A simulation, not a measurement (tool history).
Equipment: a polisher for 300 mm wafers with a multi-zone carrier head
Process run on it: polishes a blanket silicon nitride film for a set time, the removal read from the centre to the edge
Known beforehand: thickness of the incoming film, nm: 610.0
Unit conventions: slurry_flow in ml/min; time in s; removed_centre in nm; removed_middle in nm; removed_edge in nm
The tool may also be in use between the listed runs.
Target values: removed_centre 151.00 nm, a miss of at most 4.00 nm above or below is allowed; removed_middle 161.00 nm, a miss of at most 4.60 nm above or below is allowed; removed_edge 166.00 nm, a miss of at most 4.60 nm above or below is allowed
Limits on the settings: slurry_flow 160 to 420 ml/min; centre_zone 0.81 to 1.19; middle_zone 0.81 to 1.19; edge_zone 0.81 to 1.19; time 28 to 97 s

{"run": 1, "hour": 0.0, "slurry_flow": 270, "centre_zone": 1.0, "middle_zone": 1.0, "edge_zone": 1.0, "time": 62, "removed_centre": 141.73, "removed_middle": 134.16, "removed_edge": 142.61}
{"run": 2, "hour": 5.2, "slurry_flow": 270, "centre_zone": 1.0, "middle_zone": 1.0, "edge_zone": 1.08, "time": 62, "removed_centre": 141.35, "removed_middle": 135.21, "removed_edge": 148.57}
{"run": 3, "hour": 9.0, "slurry_flow": 285, "centre_zone": 1.0, "middle_zone": 1.03, "edge_zone": 1.11, "time": 63, "removed_centre": 144.65, "removed_middle": 141.5, "removed_edge": 152.5}
{"run": 4, "hour": 11.8, "slurry_flow": 285, "centre_zone": 1.0, "middle_zone": 0.97, "edge_zone": 1.11, "time": 63, "removed_centre": 144.54, "removed_middle": 137.83, "removed_edge": 154.88}
{"run": 5, "hour": 19.5, "slurry_flow": 305, "centre_zone": 0.99, "middle_zone": 1.01, "edge_zone": 1.13, "time": 64, "removed_centre": 145.48, "removed_middle": 145.56, "removed_edge": 158.99}
{"run": 6, "hour": 25.4, "slurry_flow": 325, "centre_zone": 0.99, "middle_zone": 1.03, "edge_zone": 1.14, "time": 64, "removed_centre": 146.18, "removed_middle": 147.58, "removed_edge": 159.89}
{"run": 7, "hour": 29.2, "slurry_flow": 335, "centre_zone": 0.99, "middle_zone": 1.05, "edge_zone": 1.15, "time": 64, "removed_centre": 148.15, "removed_middle": 149.33, "removed_edge": 159.14}
{"run": 8, "hour": 32.9, "slurry_flow": 340, "centre_zone": 0.98, "middle_zone": 1.07, "edge_zone": 1.16, "time": 65, "removed_centre": 148.79, "removed_middle": 155.67, "removed_edge": 163.17}
{"run": 9, "hour": 41.0, "slurry_flow": 345, "centre_zone": 0.98, "middle_zone": 1.08, "edge_zone": 1.17, "time": 65, "removed_centre": 149.36, "removed_middle": 154.08, "removed_edge": 165.05}

Below are 5 possible settings for the next run. Only one of them brings all results inside the allowed miss of their targets. Which is it?
{"run": "A", "hour": 49.1, "slurry_flow": 360, "centre_zone": 0.98, "middle_zone": 1.03, "edge_zone": 1.17, "time": 65, "removed_centre": "?", "removed_middle": "?", "removed_edge": "?"}
{"run": "B", "hour": 49.1, "slurry_flow": 295, "centre_zone": 0.98, "middle_zone": 1.12, "edge_zone": 1.16, "time": 67, "removed_centre": "?", "removed_middle": "?", "removed_edge": "?"}
{"run": "C", "hour": 49.1, "slurry_flow": 335, "centre_zone": 1.02, "middle_zone": 1.01, "edge_zone": 1.18, "time": 64, "removed_centre": "?", "removed_middle": "?", "removed_edge": "?"}
{"run": "D", "hour": 49.1, "slurry_flow": 310, "centre_zone": 0.99, "middle_zone": 1.01, "edge_zone": 1.19, "time": 66, "removed_centre": "?", "removed_middle": "?", "removed_edge": "?"}
{"run": "E", "hour": 49.1, "slurry_flow": 385, "centre_zone": 0.94, "middle_zone": 1.06, "edge_zone": 1.19, "time": 68, "removed_centre": "?", "removed_middle": "?", "removed_edge": "?"}

move=A removed_centre=148.93 removed_middle=149.32 removed_edge=163.46
move=B removed_centre=150.40 removed_middle=159.91 removed_edge=165.23
move=C removed_centre=151.58 removed_middle=144.15 removed_edge=160.82
move=D removed_centre=150.44 removed_middle=147.56 removed_edge=165.55
move=E removed_centre=150.33 removed_middle=160.18 removed_edge=173.04
A: the biggest miss grows against the last run
B: all results in spec
C: the biggest miss grows against the last run
D: the biggest miss grows against the last run
E: brings the last run's worst result on target, with another outside its allowed miss
So the answer is move B, the one that meets all the targets.

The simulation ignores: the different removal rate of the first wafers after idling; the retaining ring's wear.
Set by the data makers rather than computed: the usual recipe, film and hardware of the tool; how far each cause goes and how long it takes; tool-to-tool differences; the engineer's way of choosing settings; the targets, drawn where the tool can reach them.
